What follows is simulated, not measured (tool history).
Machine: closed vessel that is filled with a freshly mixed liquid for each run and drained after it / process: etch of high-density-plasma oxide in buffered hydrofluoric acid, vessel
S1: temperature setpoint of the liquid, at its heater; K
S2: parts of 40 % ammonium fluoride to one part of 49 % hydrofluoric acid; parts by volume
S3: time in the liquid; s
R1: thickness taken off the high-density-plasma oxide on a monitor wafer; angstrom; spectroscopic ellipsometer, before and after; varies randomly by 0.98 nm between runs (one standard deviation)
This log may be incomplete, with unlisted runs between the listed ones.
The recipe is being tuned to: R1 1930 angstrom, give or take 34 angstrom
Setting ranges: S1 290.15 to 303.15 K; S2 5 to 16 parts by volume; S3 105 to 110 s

Run 1, hour 0: S1 295.15 K, S2 9.5 parts by volume, S3 105 s. Result: R1 1782.3 angstrom.
Run 2, hour 4.2: S1 295.15 K, S2 11.5 parts by volume, S3 105 s. Result: R1 1485.2 angstrom.
Run 3, hour 12.3: S1 296.15 K, S2 11.5 parts by volume, S3 105 s. Result: R1 1581.2 angstrom.
Run 4, hour 20.2: S1 297.15 K, S2 11.5 parts by volume, S3 105 s. Result: R1 1657.6 angstrom.
Run 5, hour 27.7: S1 297.15 K, S2 11.5 parts by volume, S3 105 s. Result: R1 1668.5 angstrom.
Run 6, hour 35.4: S1 297.65 K, S2 11.5 parts by volume, S3 105 s. Result: R1 1717.8 angstrom.
Run 7, hour 38.1: S1 298.15 K, S2 11.5 parts by volume, S3 105 s. Result: R1 1795.3 angstrom.
Run 8, hour 39.3: S1 298.65 K, S2 11.5 parts by volume, S3 105 s. Result: R1 1812.2 angstrom.
Run 9, hour 48.6: S1 299.15 K, S2 11.5 parts by volume, S3 105 s. Result: R1 1867.7 angstrom.

4 candidate next runs follow, results not yet known. Just one meets every target within its allowed miss. Identify it.
Run A, hour 57.9: S1 300.15 K, S2 12.5 parts by volume, S3 105 s. Result: R1 ?.
Run B, hour 57.9: S1 299.65 K, S2 11 parts by volume, S3 105 s. Result: R1 ?.
Run C, hour 57.9: S1 292.15 K, S2 7.5 parts by volume, S3 110 s. Result: R1 ?.
Run D, hour 57.9: S1 301.15 K, S2 12.5 parts by volume, S3 105 s. Result: R1 ?.

move      R1
   A  1809.5
   B  1995.7
   C  1977.8
   D  1908.6
A: misses by more than the last run did
B: pushes the last run's worst result past its target
C: pushes the last run's worst result past its target
D: all results land within tolerance of their targets
Move D is the one to make.
